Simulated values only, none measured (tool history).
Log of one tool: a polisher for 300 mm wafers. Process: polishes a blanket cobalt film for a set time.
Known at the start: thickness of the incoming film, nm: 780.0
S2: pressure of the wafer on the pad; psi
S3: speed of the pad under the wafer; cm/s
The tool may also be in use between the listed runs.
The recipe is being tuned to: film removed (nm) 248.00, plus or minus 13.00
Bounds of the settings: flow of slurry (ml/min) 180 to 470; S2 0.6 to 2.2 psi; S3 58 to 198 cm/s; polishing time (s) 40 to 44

run 1 day=0.000 | flow_of_slurry_(ml/min)=300 S2=1.4 S3=128 polishing_time_(s)=44 | film_removed_(nm)=159.25
run 2 day=0.033 | flow_of_slurry_(ml/min)=300 S2=1.6 S3=130 polishing_time_(s)=44 | film_removed_(nm)=185.35
run 3 day=0.338 | flow_of_slurry_(ml/min)=300 S2=1.6 S3=130 polishing_time_(s)=40 | film_removed_(nm)=167.58
run 4 day=0.483 | flow_of_slurry_(ml/min)=300 S2=1.8 S3=132 polishing_time_(s)=40 | film_removed_(nm)=190.03
run 5 day=0.683 | flow_of_slurry_(ml/min)=300 S2=1.8 S3=132 polishing_time_(s)=40 | film_removed_(nm)=184.15
run 6 day=0.871 | flow_of_slurry_(ml/min)=300 S2=1.9 S3=136 polishing_time_(s)=40 | film_removed_(nm)=202.56
run 7 day=1.083 | flow_of_slurry_(ml/min)=300 S2=2.0 S3=138 polishing_time_(s)=40 | film_removed_(nm)=211.99
run 8 day=1.300 | flow_of_slurry_(ml/min)=300 S2=2.0 S3=140 polishing_time_(s)=40 | film_removed_(nm)=212.22
run 9 day=1.671 | flow_of_slurry_(ml/min)=300 S2=2.0 S3=144 polishing_time_(s)=40 | film_removed_(nm)=221.92

Next run, 4 choices. One meets every target within its allowed miss, the rest don't. Which?
run A day=2.042 | flow_of_slurry_(ml/min)=335 S2=2.0 S3=168 polishing_time_(s)=44 | film_removed_(nm)=?
run B day=2.042 | flow_of_slurry_(ml/min)=315 S2=1.9 S3=148 polishing_time_(s)=42 | film_removed_(nm)=?
run C day=2.042 | flow_of_slurry_(ml/min)=325 S2=2.1 S3=142 polishing_time_(s)=43 | film_removed_(nm)=?
run D day=2.042 | flow_of_slurry_(ml/min)=290 S2=2.0 S3=142 polishing_time_(s)=40 | film_removed_(nm)=?

move=A film_removed_(nm)=275.29
move=B film_removed_(nm)=227.00
move=C film_removed_(nm)=250.21
move=D film_removed_(nm)=218.54
A: moves the result that the last run missed by most past its target, out the other side
B: moves toward the targets from the last run without getting all of them in spec
C: every result within its allowed miss
D: moves away from the targets compared with the last run
So the answer is move C, the one that meets all the targets.
